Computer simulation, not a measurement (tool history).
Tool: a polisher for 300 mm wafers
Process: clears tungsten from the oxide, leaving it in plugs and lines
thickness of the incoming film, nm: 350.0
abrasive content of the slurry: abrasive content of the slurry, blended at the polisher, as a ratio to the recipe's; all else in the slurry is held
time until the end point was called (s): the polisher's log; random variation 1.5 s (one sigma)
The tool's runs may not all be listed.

run	hour	flow of slurry (ml/min)	pressure of the wafer on the pad (psi)	speed of the pad under the wafer (m/s)	abrasive content of the slurry	overpolish time after the end point (s)	time until the end point was called (s)
1	0	275	3.1	0.84	1	5	141.69
2	5.7	275	3.1	0.84	1	4	143.07
3	8.5	275	3.3	0.84	1	4	135.95
4	13.1	275	3.3	0.74	1	4	147.55
5	16.6	275	3.5	0.74	1	4	141.06
6	23.1	275	3.7	0.74	1	4	131.53
7	30.7	275	3.8	0.74	1	4	129.77
8	34.2	275	3.9	0.74	1	4	124.33
9	42.9	275	4	0.74	1	4	124.39

Run 10 comes next. What will it give?
10	50.9	275	4.1	0.74	1	4	?

time until the end point was called (s): 119.59
